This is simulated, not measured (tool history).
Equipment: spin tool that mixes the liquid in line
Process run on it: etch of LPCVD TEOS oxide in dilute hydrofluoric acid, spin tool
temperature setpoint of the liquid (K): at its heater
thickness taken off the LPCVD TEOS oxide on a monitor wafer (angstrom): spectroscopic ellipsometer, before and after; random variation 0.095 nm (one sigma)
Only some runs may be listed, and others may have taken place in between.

run	hour	temperature setpoint of the liquid (K)	parts of water to one part of 49 % hydrofluoric acid (parts by volume)	time under the liquid (s)	thickness taken off the LPCVD TEOS oxide on a monitor wafer (angstrom)
1	0	297.15	70	15	127.38
2	8.5	300.15	70	15	142.78
3	17.4	300.15	55	15	186.44
4	25.9	300.15	40	15	262.23
5	29	300.15	20	15	539.1
6	33.2	299.15	25	15	411.33
7	36.6	297.65	25	15	386.41
8	37.6	296.65	25	15	373.74
9	42	295.65	25	15	358.18
10	44.2	295.65	25	15	357.29
11	48.5	291.65	45	15	163.47
12	54.1	292.65	45	15	170.69
13	56.8	293.15	45	15	174.69
14	58.7	293.65	45	15	176.74
# hour 66.4: thermometer replaced
15	66.4	294.15	45	15	166.21

Run 16 comes next. What will it give?
16	69.5	294.65	45	15	?

thickness taken off the LPCVD TEOS oxide on a monitor wafer (angstrom): 170.19
